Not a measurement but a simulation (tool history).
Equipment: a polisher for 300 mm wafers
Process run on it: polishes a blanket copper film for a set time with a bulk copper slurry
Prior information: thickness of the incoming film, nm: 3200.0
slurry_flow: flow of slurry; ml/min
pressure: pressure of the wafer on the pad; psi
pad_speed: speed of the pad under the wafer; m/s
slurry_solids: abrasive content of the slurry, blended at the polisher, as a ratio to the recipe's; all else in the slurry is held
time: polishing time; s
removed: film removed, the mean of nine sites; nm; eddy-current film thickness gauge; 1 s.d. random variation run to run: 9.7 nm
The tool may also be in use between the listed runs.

run 1 hour=0 | slurry_flow=125 pressure=2.8 pad_speed=0.96 slurry_solids=1 time=112 | removed=1033.5
run 2 hour=3.7 | slurry_flow=135 pressure=2.9 pad_speed=0.96 slurry_solids=1 time=112 | removed=1066
run 3 hour=6.4 | slurry_flow=135 pressure=2.9 pad_speed=0.96 slurry_solids=0.85 time=112 | removed=1029.5
run 4 hour=9.1 | slurry_flow=140 pressure=3.1 pad_speed=0.96 slurry_solids=0.85 time=112 | removed=1107.7
run 5 hour=14 | slurry_flow=145 pressure=3.2 pad_speed=0.96 slurry_solids=0.85 time=112 | removed=1152.5
run 6 hour=15.7 | slurry_flow=130 pressure=3.2 pad_speed=0.96 slurry_solids=0.85 time=112 | removed=1123.6
run 7 hour=18.1 | slurry_flow=140 pressure=3.3 pad_speed=0.96 slurry_solids=0.85 time=112 | removed=1189.4

Run 8 has not been measured yet. What should we expect?
run 8 hour=23.2 | slurry_flow=145 pressure=3.4 pad_speed=0.96 slurry_solids=0.85 time=112 | removed=?

{"run 8": {"removed": 1205.3}}

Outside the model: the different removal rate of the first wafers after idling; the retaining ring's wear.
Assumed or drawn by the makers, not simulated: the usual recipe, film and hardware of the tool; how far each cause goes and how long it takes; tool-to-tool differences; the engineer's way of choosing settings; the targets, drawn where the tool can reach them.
